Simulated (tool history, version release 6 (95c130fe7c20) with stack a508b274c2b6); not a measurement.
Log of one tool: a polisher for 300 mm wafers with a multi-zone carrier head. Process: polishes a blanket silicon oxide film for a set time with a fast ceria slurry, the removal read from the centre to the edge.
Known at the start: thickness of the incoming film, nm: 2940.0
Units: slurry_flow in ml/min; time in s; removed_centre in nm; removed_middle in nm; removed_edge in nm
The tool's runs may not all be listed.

run 1 hour=0 | slurry_flow=165 centre_zone=1 middle_zone=1 edge_zone=1 time=42 | removed_centre=420.3 removed_middle=439.2 removed_edge=429.53
run 2 hour=6.3 | slurry_flow=160 centre_zone=1.02 middle_zone=0.96 edge_zone=0.99 time=41 | removed_centre=430.4 removed_middle=392.41 removed_edge=415.96
run 3 hour=11.6 | slurry_flow=160 centre_zone=1.02 middle_zone=0.96 edge_zone=0.99 time=48 | removed_centre=494.09 removed_middle=467.87 removed_edge=499.61
run 4 hour=12.1 | slurry_flow=160 centre_zone=1.02 middle_zone=0.95 edge_zone=0.97 time=46 | removed_centre=468.12 removed_middle=438.2 removed_edge=470
run 5 hour=16.3 | slurry_flow=135 centre_zone=1.02 middle_zone=0.95 edge_zone=0.97 time=46 | removed_centre=467.76 removed_middle=429.09 removed_edge=457.47
run 6 hour=23.8 | slurry_flow=130 centre_zone=1.02 middle_zone=0.94 edge_zone=0.95 time=45 | removed_centre=458.19 removed_middle=412.44 removed_edge=437.38

Run 7, settings as shown, results not yet in. Your forecast:
run 7 hour=32.3 | slurry_flow=125 centre_zone=1.02 middle_zone=0.92 edge_zone=0.93 time=44 | removed_centre=? removed_middle=? removed_edge=?

removed_centre: 425.34 nm
removed_middle: 401.82 nm
removed_edge: 429.33 nm

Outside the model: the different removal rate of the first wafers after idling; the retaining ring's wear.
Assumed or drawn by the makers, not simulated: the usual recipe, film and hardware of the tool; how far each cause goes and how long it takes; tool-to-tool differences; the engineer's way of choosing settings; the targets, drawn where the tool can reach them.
